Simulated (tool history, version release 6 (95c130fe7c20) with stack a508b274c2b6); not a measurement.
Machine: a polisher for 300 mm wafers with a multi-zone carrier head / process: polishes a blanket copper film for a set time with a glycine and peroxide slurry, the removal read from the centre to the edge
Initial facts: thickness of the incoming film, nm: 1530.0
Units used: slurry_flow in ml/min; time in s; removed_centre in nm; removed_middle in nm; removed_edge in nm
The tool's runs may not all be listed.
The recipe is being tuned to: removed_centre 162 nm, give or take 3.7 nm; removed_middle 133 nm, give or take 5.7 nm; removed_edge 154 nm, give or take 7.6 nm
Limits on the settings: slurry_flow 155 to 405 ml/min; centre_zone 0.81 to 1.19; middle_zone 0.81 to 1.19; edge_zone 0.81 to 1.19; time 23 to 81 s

run  hour  slurry_flow  centre_zone  middle_zone  edge_zone  time  removed_centre  removed_middle  removed_edge
  1     0          260            1            1          1    52          192.52          183.68        190.62
  2   8.7          255            1         0.96       0.98    50          185.57          173.08        176.22
  3  13.8          255            1         0.96       0.98    45          166.74          158.43        159.81
  4  14.5          245         1.01         0.93          1    45          167.32          155.96        164.42
  5  22.3          245         1.03          0.9       1.01    44          166.31          147.93        162.96
  6  30.2          245         1.07          0.9       1.01    44           172.4          147.39        155.39
  7  36.1          240         1.07         0.88       1.01    44           173.7           149.2        165.04
  8    43          245         1.07         0.87       1.01    43          171.52          141.56         155.9
  9  49.4          240         1.07         0.86       1.01    43          168.34          137.51        156.37
 10    54          235         1.07         0.86       1.01    43          170.83          137.78        158.12
 11  60.1          235         1.06         0.86          1    43          167.99          140.34        154.46
 12  64.3          230         1.06         0.85          1    43          166.92          137.32        155.64
 13  68.7          225         1.06         0.85          1    43          167.35           142.3        161.31
 14  69.5          235         1.06         0.84          1    43          168.36          141.71        156.75
     74.9  -- worn pad replaced by a new one
 15  74.9          230         1.06         0.84          1    43          182.87          148.66         167.6

Consider the 5 candidate settings below. Which is the only one whose results all fall within their allowed miss of target?
  A  80.3          240         1.04         0.92       1.02    37               ?               ?             ?
  B  80.3          285         1.08         0.85       1.08    37               ?               ?             ?
  C  80.3          270         1.05         0.92       0.81    47               ?               ?             ?
  D  80.3          190         1.03         0.81       1.08    38               ?               ?             ?
  E  80.3          185            1         0.89       1.03    43               ?               ?             ?

move  removed_centre  removed_middle  removed_edge
   A          152.39          135.83        147.76
   B          160.73          131.96        153.72
   C          197.58          174.27        170.01
   D          151.38          127.69        153.86
   E          165.88          151.53        169.63
A: the result that was furthest off in the last run now lies on the other side of its target
B: all results in spec
C: further off than the last run
D: the result that was furthest off in the last run now lies on the other side of its target
E: better than the last run, though not everything is in spec
Move B is the one to make.

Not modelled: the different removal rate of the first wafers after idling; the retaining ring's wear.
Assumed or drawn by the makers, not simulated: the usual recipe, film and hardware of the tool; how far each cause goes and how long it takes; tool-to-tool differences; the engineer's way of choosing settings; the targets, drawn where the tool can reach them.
